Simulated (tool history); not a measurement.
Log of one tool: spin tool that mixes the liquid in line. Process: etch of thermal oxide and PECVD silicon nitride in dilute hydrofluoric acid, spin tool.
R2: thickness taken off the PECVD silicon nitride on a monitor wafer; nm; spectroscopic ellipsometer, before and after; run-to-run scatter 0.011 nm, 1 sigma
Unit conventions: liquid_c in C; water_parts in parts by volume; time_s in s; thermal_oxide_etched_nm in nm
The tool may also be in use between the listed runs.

run 1 hour=0.0 | liquid_c=21.0 water_parts=180 time_s=180 | thermal_oxide_etched_nm=3.7772 R2=2.65730
run 2 hour=6.2 | liquid_c=21.0 water_parts=125 time_s=180 | thermal_oxide_etched_nm=5.8190 R2=3.78710
run 3 hour=8.4 | liquid_c=17.5 water_parts=125 time_s=180 | thermal_oxide_etched_nm=5.0595 R2=3.05790
run 4 hour=13.0 | liquid_c=17.5 water_parts=165 time_s=175 | thermal_oxide_etched_nm=3.5450 R2=2.23280
run 5 hour=15.7 | liquid_c=17.5 water_parts=230 time_s=175 | thermal_oxide_etched_nm=2.4030 R2=1.60680
run 6 hour=21.6 | liquid_c=17.5 water_parts=230 time_s=245 | thermal_oxide_etched_nm=3.3911 R2=2.18500
run 7 hour=22.8 | liquid_c=17.0 water_parts=300 time_s=155 | thermal_oxide_etched_nm=1.5282 R2=1.05490
run 8 hour=30.0 | liquid_c=17.0 water_parts=305 time_s=145 | thermal_oxide_etched_nm=1.4033 R2=0.99399
run 9 hour=36.3 | liquid_c=17.0 water_parts=310 time_s=140 | thermal_oxide_etched_nm=1.3247 R2=0.95014
run 10 hour=41.1 | liquid_c=17.0 water_parts=310 time_s=110 | thermal_oxide_etched_nm=1.0418 R2=0.71719

Forecast run 11:
run 11 hour=42.4 | liquid_c=17.0 water_parts=305 time_s=110 | thermal_oxide_etched_nm=? R2=?

thermal_oxide_etched_nm: 1.0501 nm
R2: 0.76193 nm
